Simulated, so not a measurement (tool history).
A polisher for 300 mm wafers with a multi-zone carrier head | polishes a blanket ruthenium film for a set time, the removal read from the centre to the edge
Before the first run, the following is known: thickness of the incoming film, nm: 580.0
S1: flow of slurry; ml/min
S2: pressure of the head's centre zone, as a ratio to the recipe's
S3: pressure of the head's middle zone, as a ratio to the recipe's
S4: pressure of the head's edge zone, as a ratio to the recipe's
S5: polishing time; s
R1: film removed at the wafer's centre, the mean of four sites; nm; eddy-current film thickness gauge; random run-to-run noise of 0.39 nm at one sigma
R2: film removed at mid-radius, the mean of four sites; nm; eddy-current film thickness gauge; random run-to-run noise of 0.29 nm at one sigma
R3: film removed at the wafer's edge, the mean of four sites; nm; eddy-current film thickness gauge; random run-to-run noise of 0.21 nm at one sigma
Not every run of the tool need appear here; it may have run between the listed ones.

run 1 day=0.000 | S1=220 S2=1.00 S3=1.00 S4=1.00 S5=54 | R1=49.711 R2=52.344 R3=50.963
run 2 day=0.117 | S1=220 S2=1.00 S3=1.00 S4=1.07 S5=54 | R1=49.431 R2=53.383 R3=52.766
run 3 day=0.221 | S1=220 S2=1.00 S3=1.00 S4=1.12 S5=54 | R1=50.506 R2=52.812 R3=52.720
run 4 day=0.554 | S1=220 S2=1.02 S3=1.00 S4=1.11 S5=49 | R1=45.813 R2=47.975 R3=47.887
run 5 day=0.612 | S1=220 S2=1.02 S3=0.97 S4=1.11 S5=49 | R1=45.746 R2=46.782 R3=48.235
run 6 day=0.679 | S1=220 S2=1.07 S3=0.97 S4=1.11 S5=49 | R1=47.712 R2=45.890 R3=48.175
run 7 day=0.954 | S1=220 S2=1.08 S3=0.97 S4=1.08 S5=46 | R1=45.267 R2=43.804 R3=44.997
run 8 day=1.088 | S1=215 S2=1.09 S3=0.97 S4=1.06 S5=43 | R1=42.387 R2=39.770 R3=41.250
run 9 day=1.412 | S1=205 S2=1.09 S3=0.97 S4=1.03 S5=42 | R1=40.377 R2=40.098 R3=39.632
run 10 day=1.446 | S1=200 S2=1.10 S3=0.95 S4=1.00 S5=41 | R1=39.843 R2=37.871 R3=38.273
run 11 day=1.729 | S1=195 S2=1.10 S3=0.94 S4=0.98 S5=40 | R1=38.465 R2=35.893 R3=36.297
run 12 day=1.983 | S1=195 S2=1.10 S3=0.94 S4=0.98 S5=40 | R1=37.516 R2=36.465 R3=36.146
run 13 day=2.054 | S1=190 S2=1.11 S3=0.92 S4=0.96 S5=40 | R1=38.790 R2=35.641 R3=36.185
run 14 day=2.079 | S1=185 S2=1.10 S3=0.91 S4=0.94 S5=40 | R1=37.911 R2=34.883 R3=35.856
run 15 day=2.354 | S1=175 S2=1.09 S3=0.90 S4=0.84 S5=34 | R1=32.474 R2=29.382 R3=28.500
run 16 day=2.429 | S1=185 S2=1.09 S3=0.90 S4=0.85 S5=34 | R1=33.058 R2=29.007 R3=28.862
run 17 day=2.596 | S1=185 S2=1.09 S3=0.91 S4=0.87 S5=34 | R1=31.740 R2=30.099 R3=28.996
run 18 day=2.750 | S1=185 S2=1.10 S3=0.91 S4=0.88 S5=34 | R1=32.438 R2=29.905 R3=29.225

Run 19 comes next. What will it give?
run 19 day=2.962 | S1=185 S2=1.10 S3=0.91 S4=0.89 S5=34 | R1=? R2=? R3=?

Run 19 measured R1 32.978 nm, R2 29.096 nm, R3 29.529 nm.

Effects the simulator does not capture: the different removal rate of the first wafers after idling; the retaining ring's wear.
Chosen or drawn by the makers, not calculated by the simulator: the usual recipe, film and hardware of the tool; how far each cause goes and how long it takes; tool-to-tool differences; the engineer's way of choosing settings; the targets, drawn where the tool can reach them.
